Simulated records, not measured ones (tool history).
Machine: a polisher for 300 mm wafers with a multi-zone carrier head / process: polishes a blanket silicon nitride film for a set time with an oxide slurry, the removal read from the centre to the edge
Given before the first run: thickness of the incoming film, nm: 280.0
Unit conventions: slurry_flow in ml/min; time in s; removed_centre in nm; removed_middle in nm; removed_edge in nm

run,hour,slurry_flow,centre_zone,middle_zone,edge_zone,slurry_solids,time,removed_centre,removed_middle,removed_edge
1,0,240,1,1,1,1,87,73.569,74.173,72.244
2,8.6,240,0.98,1.01,0.96,0.85,86,66.574,69.141,66.5
3,10.3,240,0.98,1.01,0.96,0.85,105,78.565,84.627,79.091
4,12,240,0.98,1.01,0.96,0.65,105,68.729,73.308,70.865
5,16.3,240,0.98,1.03,0.93,0.6,100,64.607,67.469,62.77
6,19.7,240,0.98,1.03,0.93,0.6,114,73.627,77.414,71.439
7,23.8,230,0.92,1.04,0.84,0.5,93,49.826,57.347,51.222

The next listed run, before its measurement:
8,27.4,240,0.93,1.05,0.86,0.5,93,?,?,?

Run 8 produced removed_centre 52.12 nm, removed_middle 57.238 nm, removed_edge 51.99 nm.
